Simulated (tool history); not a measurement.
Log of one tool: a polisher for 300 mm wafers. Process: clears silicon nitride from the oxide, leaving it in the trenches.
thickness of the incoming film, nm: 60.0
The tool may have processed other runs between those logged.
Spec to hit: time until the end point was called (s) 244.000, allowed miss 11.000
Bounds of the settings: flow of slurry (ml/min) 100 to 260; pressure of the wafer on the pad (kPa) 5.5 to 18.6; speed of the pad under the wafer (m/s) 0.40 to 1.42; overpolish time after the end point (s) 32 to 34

| run | hour | flow of slurry (ml/min) | pressure of the wafer on the pad (kPa) | speed of the pad under the wafer (m/s) | overpolish time after the end point (s) | time until the end point was called (s) |
|---|---|---|---|---|---|---|
| 1 | 0.0 | 165 | 11.7 | 0.90 | 32 | 110.780 |
| 2 | 5.1 | 165 | 14.5 | 0.90 | 32 | 92.838 |
| 3 | 7.9 | 165 | 14.5 | 0.90 | 34 | 90.332 |
| 4 | 12.4 | 165 | 14.5 | 0.90 | 34 | 92.639 |
| 5 | 18.6 | 140 | 14.5 | 0.90 | 34 | 94.986 |
| 6 | 24.1 | 180 | 14.5 | 0.90 | 34 | 89.859 |
| 7 | 27.1 | 170 | 11.7 | 0.82 | 34 | 120.300 |
| 8 | 32.4 | 165 | 9.7 | 0.76 | 34 | 152.810 |
| 9 | 38.1 | 155 | 6.2 | 0.62 | 34 | 280.990 |
| 10 | 46.6 | 165 | 6.2 | 0.62 | 34 | 276.990 |
| 11 | 50.5 | 180 | 7.6 | 0.62 | 34 | 228.190 |
| 12 | 54.6 | 175 | 7.6 | 0.62 | 34 | 222.780 |
| 13 | 60.2 | 175 | 7.6 | 0.62 | 34 | 229.540 |

Below are 4 possible settings for the next run. Only one of them brings all results inside the allowed miss of their targets. Which is it?
| A | 65.8 | 165 | 6.2 | 0.66 | 34 | ? |
| B | 65.8 | 190 | 9.0 | 0.46 | 32 | ? |
| C | 65.8 | 195 | 6.9 | 0.76 | 32 | ? |
| D | 65.8 | 180 | 10.3 | 0.52 | 34 | ? |

| move | time until the end point was called (s) |
|---|---|
| A | 264.210 |
| B | 243.350 |
| C | 208.090 |
| D | 195.370 |
A: takes the biggest miss from the last run beyond its target
B: hits every target within its allowed miss
C: misses by more than the last run did
D: misses by more than the last run did
Answer: B
